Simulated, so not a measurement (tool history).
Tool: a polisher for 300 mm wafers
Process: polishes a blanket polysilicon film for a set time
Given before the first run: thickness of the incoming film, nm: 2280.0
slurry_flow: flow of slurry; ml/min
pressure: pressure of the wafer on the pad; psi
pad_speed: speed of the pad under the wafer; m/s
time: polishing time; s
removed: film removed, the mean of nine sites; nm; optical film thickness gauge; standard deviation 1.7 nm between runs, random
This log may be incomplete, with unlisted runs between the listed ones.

Run 1, day 0.000: slurry_flow 250 ml/min, pressure 2.4 psi, pad_speed 1.22 m/s, time 37 s. Result: removed 278.67 nm.
Run 2, day 0.162: slurry_flow 250 ml/min, pressure 2.4 psi, pad_speed 1.22 m/s, time 37 s. Result: removed 282.58 nm.
Run 3, day 0.454: slurry_flow 275 ml/min, pressure 2.4 psi, pad_speed 1.22 m/s, time 37 s. Result: removed 286.94 nm.
Run 4, day 0.750: slurry_flow 270 ml/min, pressure 2.1 psi, pad_speed 1.18 m/s, time 37 s. Result: removed 239.00 nm.
Run 5, day 0.967: slurry_flow 270 ml/min, pressure 2.1 psi, pad_speed 1.18 m/s, time 33 s. Result: removed 214.00 nm.
Run 6, day 1.279: slurry_flow 230 ml/min, pressure 2.1 psi, pad_speed 1.18 m/s, time 33 s. Result: removed 210.75 nm.
Run 7, day 1.329: slurry_flow 225 ml/min, pressure 1.9 psi, pad_speed 1.18 m/s, time 33 s. Result: removed 191.32 nm.
Run 8, day 1.600: slurry_flow 225 ml/min, pressure 1.7 psi, pad_speed 1.18 m/s, time 33 s. Result: removed 173.85 nm.
Run 9, day 1.888: slurry_flow 225 ml/min, pressure 1.1 psi, pad_speed 1.16 m/s, time 33 s. Result: removed 111.19 nm.

Run 10 has not been measured yet. What should we expect?
Run 10, day 2.192: slurry_flow 225 ml/min, pressure 1.5 psi, pad_speed 1.16 m/s, time 33 s. Result: removed ?.

For run 10 the tool returned removed 149.83 nm.
